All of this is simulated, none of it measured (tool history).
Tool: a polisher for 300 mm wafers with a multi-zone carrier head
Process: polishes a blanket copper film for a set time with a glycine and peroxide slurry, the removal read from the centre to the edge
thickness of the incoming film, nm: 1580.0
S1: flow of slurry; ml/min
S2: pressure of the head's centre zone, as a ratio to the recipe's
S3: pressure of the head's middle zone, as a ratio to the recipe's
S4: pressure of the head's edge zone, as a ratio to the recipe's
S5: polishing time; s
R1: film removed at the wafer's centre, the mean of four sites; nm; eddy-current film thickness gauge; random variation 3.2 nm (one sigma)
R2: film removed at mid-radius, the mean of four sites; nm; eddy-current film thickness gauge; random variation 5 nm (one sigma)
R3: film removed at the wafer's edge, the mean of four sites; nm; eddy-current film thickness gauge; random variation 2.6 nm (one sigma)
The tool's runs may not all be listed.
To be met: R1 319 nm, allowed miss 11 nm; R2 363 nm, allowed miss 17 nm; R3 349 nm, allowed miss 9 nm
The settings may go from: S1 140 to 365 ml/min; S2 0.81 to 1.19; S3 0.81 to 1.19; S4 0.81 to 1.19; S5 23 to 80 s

{"run": 1, "day": 0.0, "S1": 235, "S2": 1, "S3": 1, "S4": 1, "S5": 51, "R1": 244.73, "R2": 243.57, "R3": 241.71}
{"run": 2, "day": 0.367, "S1": 285, "S2": 1, "S3": 1, "S4": 1, "S5": 51, "R1": 252.01, "R2": 255.35, "R3": 244.7}
{"run": 3, "day": 0.571, "S1": 285, "S2": 1, "S3": 1, "S4": 1.04, "S5": 51, "R1": 246.59, "R2": 248.58, "R3": 249.03}
{"run": 4, "day": 0.788, "S1": 285, "S2": 1, "S3": 1.03, "S4": 1.06, "S5": 54, "R1": 269.41, "R2": 271.66, "R3": 263.83}
{"run": 5, "day": 0.917, "S1": 285, "S2": 0.97, "S3": 1.04, "S4": 1.07, "S5": 57, "R1": 274.82, "R2": 293.4, "R3": 282.66}
{"run": 6, "day": 0.979, "S1": 285, "S2": 1.01, "S3": 1.04, "S4": 1.07, "S5": 57, "R1": 282.24, "R2": 292.06, "R3": 282.22}
{"run": 7, "day": 1.021, "S1": 285, "S2": 1, "S3": 1.05, "S4": 1.09, "S5": 59, "R1": 294.82, "R2": 300.7, "R3": 296.81}
{"run": 8, "day": 1.142, "S1": 285, "S2": 0.98, "S3": 1.06, "S4": 1.1, "S5": 60, "R1": 287.53, "R2": 310.69, "R3": 302.06}
{"run": 9, "day": 1.375, "S1": 290, "S2": 0.98, "S3": 1.07, "S4": 1.11, "S5": 61, "R1": 294.6, "R2": 314.6, "R3": 306.68}
{"run": 10, "day": 1.554, "S1": 295, "S2": 0.97, "S3": 1.08, "S4": 1.12, "S5": 62, "R1": 299.67, "R2": 334.51, "R3": 314.65}

Which of these 5 next moves meets every target?
{"run": "A", "day": 1.733, "S1": 265, "S2": 0.93, "S3": 1.09, "S4": 1.07, "S5": 70, "R1": "?", "R2": "?", "R3": "?"}
{"run": "B", "day": 1.733, "S1": 235, "S2": 0.99, "S3": 0.92, "S4": 1.18, "S5": 72, "R1": "?", "R2": "?", "R3": "?"}
{"run": "C", "day": 1.733, "S1": 345, "S2": 0.86, "S3": 1.08, "S4": 1.1, "S5": 68, "R1": "?", "R2": "?", "R3": "?"}
{"run": "D", "day": 1.733, "S1": 305, "S2": 0.83, "S3": 1.14, "S4": 1.12, "S5": 67, "R1": "?", "R2": "?", "R3": "?"}
{"run": "E", "day": 1.733, "S1": 300, "S2": 0.97, "S3": 1.12, "S4": 1.06, "S5": 66, "R1": "?", "R2": "?", "R3": "?"}

move=A R1=320.3 R2=359.9 R3=346.14
move=B R1=344.59 R2=315.8 R3=370.85
move=C R1=296.2 R2=356.49 R3=348.12
move=D R1=278.11 R2=363.71 R3=342.81
move=E R1=319.96 R2=352.05 R3=328.12
A: meets every target
B: takes the result that was furthest off past its target
C: brings the result that was furthest off to its target, and leaves another outside
D: brings the result that was furthest off to its target, and leaves another outside
E: nearer than the last run, and not there yet
Move A is the one to make.
